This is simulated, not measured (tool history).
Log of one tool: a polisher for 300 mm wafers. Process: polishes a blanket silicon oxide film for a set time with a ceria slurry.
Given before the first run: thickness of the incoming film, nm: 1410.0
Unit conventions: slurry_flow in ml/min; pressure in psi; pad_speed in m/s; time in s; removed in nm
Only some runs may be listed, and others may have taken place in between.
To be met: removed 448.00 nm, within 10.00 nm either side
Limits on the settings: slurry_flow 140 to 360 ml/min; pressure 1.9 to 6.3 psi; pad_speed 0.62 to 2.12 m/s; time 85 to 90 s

{"run": 1, "hour": 0.0, "slurry_flow": 230, "pressure": 4.1, "pad_speed": 1.36, "time": 85, "removed": 571.25}
{"run": 2, "hour": 6.2, "slurry_flow": 180, "pressure": 4.1, "pad_speed": 1.36, "time": 85, "removed": 559.8}
{"run": 3, "hour": 11.5, "slurry_flow": 180, "pressure": 4.0, "pad_speed": 1.36, "time": 85, "removed": 543.69}
{"run": 4, "hour": 14.4, "slurry_flow": 180, "pressure": 3.9, "pad_speed": 1.36, "time": 85, "removed": 525.33}
{"run": 5, "hour": 17.4, "slurry_flow": 180, "pressure": 3.8, "pad_speed": 1.36, "time": 85, "removed": 515.75}
{"run": 6, "hour": 21.3, "slurry_flow": 180, "pressure": 3.7, "pad_speed": 1.36, "time": 85, "removed": 507.34}
{"run": 7, "hour": 29.4, "slurry_flow": 180, "pressure": 3.6, "pad_speed": 1.36, "time": 85, "removed": 487.27}
{"run": 8, "hour": 33.0, "slurry_flow": 175, "pressure": 3.4, "pad_speed": 1.36, "time": 85, "removed": 464.84}
{"run": 9, "hour": 34.7, "slurry_flow": 165, "pressure": 3.2, "pad_speed": 1.36, "time": 85, "removed": 430.01}
{"run": 10, "hour": 36.3, "slurry_flow": 170, "pressure": 3.2, "pad_speed": 1.36, "time": 85, "removed": 433.71}

Below are 4 possible settings for the next run. Only one of them brings all results inside the allowed miss of their targets. Which is it?
{"run": "A", "hour": 37.9, "slurry_flow": 140, "pressure": 3.4, "pad_speed": 1.38, "time": 88, "removed": "?"}
{"run": "B", "hour": 37.9, "slurry_flow": 220, "pressure": 3.1, "pad_speed": 1.42, "time": 89, "removed": "?"}
{"run": "C", "hour": 37.9, "slurry_flow": 170, "pressure": 3.6, "pad_speed": 1.26, "time": 85, "removed": "?"}
{"run": "D", "hour": 37.9, "slurry_flow": 250, "pressure": 2.4, "pad_speed": 1.88, "time": 85, "removed": "?"}

move=A removed=463.40
move=B removed=475.72
move=C removed=449.56
move=D removed=475.03
A: carries the result that was furthest off beyond its target, to the other side
B: carries the result that was furthest off beyond its target, to the other side
C: meets every target
D: carries the result that was furthest off beyond its target, to the other side
The move that meets every target is C.

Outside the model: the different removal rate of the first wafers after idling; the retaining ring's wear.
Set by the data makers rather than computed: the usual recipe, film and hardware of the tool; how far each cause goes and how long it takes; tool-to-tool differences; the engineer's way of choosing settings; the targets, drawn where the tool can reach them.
